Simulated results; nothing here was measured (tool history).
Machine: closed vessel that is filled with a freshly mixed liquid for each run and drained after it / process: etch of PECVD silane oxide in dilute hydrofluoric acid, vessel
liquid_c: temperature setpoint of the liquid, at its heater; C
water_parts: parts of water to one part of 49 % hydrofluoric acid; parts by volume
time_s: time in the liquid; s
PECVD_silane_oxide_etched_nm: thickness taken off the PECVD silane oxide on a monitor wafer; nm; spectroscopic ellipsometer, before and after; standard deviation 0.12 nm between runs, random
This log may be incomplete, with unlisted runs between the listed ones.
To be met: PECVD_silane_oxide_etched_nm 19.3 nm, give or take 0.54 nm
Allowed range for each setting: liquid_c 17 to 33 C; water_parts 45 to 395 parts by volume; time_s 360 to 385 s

run	hour	liquid_c	water_parts	time_s	PECVD_silane_oxide_etched_nm
1	0	25	220	360	31.453
2	0.8	27	220	360	34.032
3	3.6	27	220	385	36.885
4	7.4	24.5	220	385	33.568
5	15	22.5	235	385	28.739
6	22.5	26	235	385	32.069
7	26.2	23.5	245	385	28.242
8	30.2	21.5	255	385	25.027

Which single option among these 5 for the next run brings every result within its allowed miss of target? Just one does.
A	34.2	22	320	360	?
B	34.2	22.5	190	385	?
C	34.2	21	290	375	?
D	34.2	23	225	380	?
E	34.2	21.5	295	360	?

move	PECVD_silane_oxide_etched_nm
A	17.707
B	36.89
C	20.187
D	30.209
E	19.309
A: moves the result that the last run missed by most past its target, out the other side
B: its largest miss is bigger than the last run's
C: gains on the last run, yet a result remains outside its allowed miss
D: its largest miss is bigger than the last run's
E: each result inside its tolerance
So the answer is move E, the one that meets all the targets.

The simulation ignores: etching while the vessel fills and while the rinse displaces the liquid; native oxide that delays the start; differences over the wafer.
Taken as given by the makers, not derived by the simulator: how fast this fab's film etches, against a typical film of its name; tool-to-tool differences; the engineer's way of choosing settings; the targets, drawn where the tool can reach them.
